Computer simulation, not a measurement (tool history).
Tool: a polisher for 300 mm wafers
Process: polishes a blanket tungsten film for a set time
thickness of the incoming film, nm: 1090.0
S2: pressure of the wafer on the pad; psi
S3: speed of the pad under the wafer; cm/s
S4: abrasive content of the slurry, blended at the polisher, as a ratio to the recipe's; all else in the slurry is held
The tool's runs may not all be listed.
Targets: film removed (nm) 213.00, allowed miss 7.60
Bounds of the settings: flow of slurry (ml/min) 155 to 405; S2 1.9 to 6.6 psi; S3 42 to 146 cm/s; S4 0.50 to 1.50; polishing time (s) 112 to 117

{"run": 1, "hour": 0.0, "flow of slurry (ml/min)": 260, "S2": 4.2, "S3": 94, "S4": 1.0, "polishing time (s)": 112, "film removed (nm)": 553.66}
{"run": 2, "hour": 4.9, "flow of slurry (ml/min)": 260, "S2": 3.5, "S3": 82, "S4": 1.0, "polishing time (s)": 112, "film removed (nm)": 407.2}
{"run": 3, "hour": 8.4, "flow of slurry (ml/min)": 260, "S2": 3.5, "S3": 82, "S4": 0.8, "polishing time (s)": 112, "film removed (nm)": 386.06}
{"run": 4, "hour": 14.2, "flow of slurry (ml/min)": 260, "S2": 3.5, "S3": 82, "S4": 0.95, "polishing time (s)": 112, "film removed (nm)": 405.38}
{"run": 5, "hour": 16.7, "flow of slurry (ml/min)": 260, "S2": 2.5, "S3": 82, "S4": 0.95, "polishing time (s)": 112, "film removed (nm)": 297.61}
{"run": 6, "hour": 19.9, "flow of slurry (ml/min)": 260, "S2": 2.3, "S3": 78, "S4": 0.95, "polishing time (s)": 112, "film removed (nm)": 256.55}
{"run": 7, "hour": 27.5, "flow of slurry (ml/min)": 260, "S2": 2.2, "S3": 76, "S4": 0.95, "polishing time (s)": 112, "film removed (nm)": 240.84}
{"run": 8, "hour": 31.4, "flow of slurry (ml/min)": 260, "S2": 2.1, "S3": 76, "S4": 0.95, "polishing time (s)": 112, "film removed (nm)": 231.49}

4 next moves are on the table. One of them brings every result within its allowed miss. Which?
{"run": "A", "hour": 35.3, "flow of slurry (ml/min)": 255, "S2": 2.2, "S3": 82, "S4": 1.0, "polishing time (s)": 115, "film removed (nm)": "?"}
{"run": "B", "hour": 35.3, "flow of slurry (ml/min)": 250, "S2": 1.9, "S3": 70, "S4": 0.9, "polishing time (s)": 117, "film removed (nm)": "?"}
{"run": "C", "hour": 35.3, "flow of slurry (ml/min)": 225, "S2": 1.9, "S3": 72, "S4": 0.9, "polishing time (s)": 112, "film removed (nm)": "?"}
{"run": "D", "hour": 35.3, "flow of slurry (ml/min)": 345, "S2": 2.0, "S3": 72, "S4": 0.85, "polishing time (s)": 114, "film removed (nm)": "?"}

move=A film_removed_(nm)=263.99
move=B film_removed_(nm)=196.25
move=C film_removed_(nm)=190.50
move=D film_removed_(nm)=210.38
A: further off than the last run
B: takes the result that was furthest off past its target
C: takes the result that was furthest off past its target
D: meets every target
Move D is the one to make.
